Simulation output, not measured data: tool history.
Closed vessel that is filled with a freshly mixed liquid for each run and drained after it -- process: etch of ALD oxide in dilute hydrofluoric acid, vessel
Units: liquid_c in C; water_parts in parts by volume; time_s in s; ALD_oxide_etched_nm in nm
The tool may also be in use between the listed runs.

{"run": 1, "hour": 0.0, "liquid_c": 22.0, "water_parts": 45, "time_s": 95, "ALD_oxide_etched_nm": 68.926}
{"run": 2, "hour": 3.0, "liquid_c": 21.0, "water_parts": 50, "time_s": 95, "ALD_oxide_etched_nm": 59.029}
{"run": 3, "hour": 4.0, "liquid_c": 21.0, "water_parts": 50, "time_s": 100, "ALD_oxide_etched_nm": 63.056}
{"run": 4, "hour": 7.8, "liquid_c": 21.0, "water_parts": 50, "time_s": 95, "ALD_oxide_etched_nm": 59.136}
{"run": 5, "hour": 9.6, "liquid_c": 23.0, "water_parts": 50, "time_s": 95, "ALD_oxide_etched_nm": 64.753}
{"run": 6, "hour": 15.5, "liquid_c": 23.0, "water_parts": 50, "time_s": 100, "ALD_oxide_etched_nm": 67.845}
{"run": 7, "hour": 23.8, "liquid_c": 21.5, "water_parts": 55, "time_s": 100, "ALD_oxide_etched_nm": 57.382}
{"run": 8, "hour": 31.3, "liquid_c": 20.5, "water_parts": 60, "time_s": 100, "ALD_oxide_etched_nm": 50.644}
{"run": 9, "hour": 36.0, "liquid_c": 19.5, "water_parts": 60, "time_s": 100, "ALD_oxide_etched_nm": 47.975}
{"run": 10, "hour": 41.1, "liquid_c": 19.0, "water_parts": 60, "time_s": 100, "ALD_oxide_etched_nm": 47.332}
{"run": 11, "hour": 47.6, "liquid_c": 18.5, "water_parts": 60, "time_s": 100, "ALD_oxide_etched_nm": 46.086}
{"run": 12, "hour": 49.4, "liquid_c": 18.0, "water_parts": 60, "time_s": 100, "ALD_oxide_etched_nm": 45.464}

What will run 13 give?
{"run": 13, "hour": 55.6, "liquid_c": 17.5, "water_parts": 65, "time_s": 100, "ALD_oxide_etched_nm": "?"}

Run 13 gave ALD_oxide_etched_nm 40.430 nm.

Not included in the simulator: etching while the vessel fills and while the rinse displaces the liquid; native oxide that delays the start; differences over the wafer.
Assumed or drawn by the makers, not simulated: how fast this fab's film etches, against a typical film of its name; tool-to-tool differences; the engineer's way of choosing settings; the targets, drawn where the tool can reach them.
